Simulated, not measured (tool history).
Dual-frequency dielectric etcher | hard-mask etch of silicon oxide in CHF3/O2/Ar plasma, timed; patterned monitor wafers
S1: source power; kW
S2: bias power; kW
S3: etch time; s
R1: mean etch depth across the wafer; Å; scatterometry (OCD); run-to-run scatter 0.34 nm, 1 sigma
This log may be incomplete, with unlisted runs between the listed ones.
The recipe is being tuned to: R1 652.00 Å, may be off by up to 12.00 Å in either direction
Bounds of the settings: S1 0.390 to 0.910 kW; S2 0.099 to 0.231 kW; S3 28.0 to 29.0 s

run,hour,S1,S2,S3,R1
1,0.0,0.650,0.165,28.0,582.39
2,6.9,0.700,0.167,28.0,603.71
3,11.8,0.590,0.167,28.0,557.20
4,13.7,0.650,0.169,28.0,586.06
5,20.1,0.690,0.171,28.0,603.98
6,23.7,0.720,0.172,28.0,614.76
7,27.3,0.740,0.173,28.0,628.77
8,29.3,0.750,0.174,28.0,628.81

Pick the move, out of 4, that brings all results within their allowed miss; only one does.
A,31.3,0.780,0.145,28.5,?
B,31.3,0.810,0.173,28.0,?
C,31.3,0.700,0.180,28.0,?
D,31.3,0.720,0.162,29.0,?

move,R1
A,619.67
B,656.35
C,620.76
D,629.15
A: its largest miss is bigger than the last run's
B: every result within its allowed miss
C: its largest miss is bigger than the last run's
D: roughly where the last run was
The move that meets every target is B.

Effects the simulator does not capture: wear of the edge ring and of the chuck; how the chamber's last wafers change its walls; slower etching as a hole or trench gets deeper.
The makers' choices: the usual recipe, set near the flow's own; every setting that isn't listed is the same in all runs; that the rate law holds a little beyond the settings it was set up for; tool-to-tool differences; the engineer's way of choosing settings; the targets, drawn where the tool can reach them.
